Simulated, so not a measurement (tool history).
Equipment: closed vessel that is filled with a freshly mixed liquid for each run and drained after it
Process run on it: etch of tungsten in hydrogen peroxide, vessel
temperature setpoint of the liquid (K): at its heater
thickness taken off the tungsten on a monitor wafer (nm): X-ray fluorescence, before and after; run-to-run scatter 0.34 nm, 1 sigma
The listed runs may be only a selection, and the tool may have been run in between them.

run	hour	temperature setpoint of the liquid (K)	concentration of hydrogen peroxide in the mixed liquid (% by weight)	time in the liquid (s)	thickness taken off the tungsten on a monitor wafer (nm)
1	0.0	320.15	16.0	30	65.211
2	8.2	319.15	16.0	30	61.002
3	12.3	318.15	16.0	30	56.996
4	20.9	317.15	16.0	30	53.436
5	22.1	316.65	16.0	30	51.927
6	30.7	316.65	14.5	30	49.165
7	37.1	316.15	14.5	30	47.799

What will run 8 give?
8	40.3	315.65	14.5	30	?

Run 8 came out at thickness taken off the tungsten on a monitor wafer (nm) 46.523.

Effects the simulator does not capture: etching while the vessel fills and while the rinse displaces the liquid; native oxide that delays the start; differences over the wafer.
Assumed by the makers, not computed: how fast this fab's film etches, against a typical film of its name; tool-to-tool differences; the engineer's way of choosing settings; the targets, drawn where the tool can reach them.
